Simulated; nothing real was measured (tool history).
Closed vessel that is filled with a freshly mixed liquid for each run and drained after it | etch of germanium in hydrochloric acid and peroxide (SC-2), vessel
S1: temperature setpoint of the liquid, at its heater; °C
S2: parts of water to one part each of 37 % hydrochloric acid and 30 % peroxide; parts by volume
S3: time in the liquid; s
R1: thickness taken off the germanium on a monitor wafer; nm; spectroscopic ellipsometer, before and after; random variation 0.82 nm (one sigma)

run,day,S1,S2,S3,R1
1,0.000,49.0,8.5,95,223.32
2,0.071,49.0,10.0,95,219.15
3,0.433,49.0,7.5,95,226.68
4,0.654,49.0,7.5,105,249.77
5,0.854,49.0,7.5,105,248.01
6,1.175,48.0,7.5,105,239.36
7,1.338,47.5,7.5,105,239.20
8,1.383,46.5,7.5,105,229.77

Forecast run 9:
# day 1.771: thermometer replaced
9,1.771,46.0,7.5,105,?

{"run 9": {"R1": 234.06}}
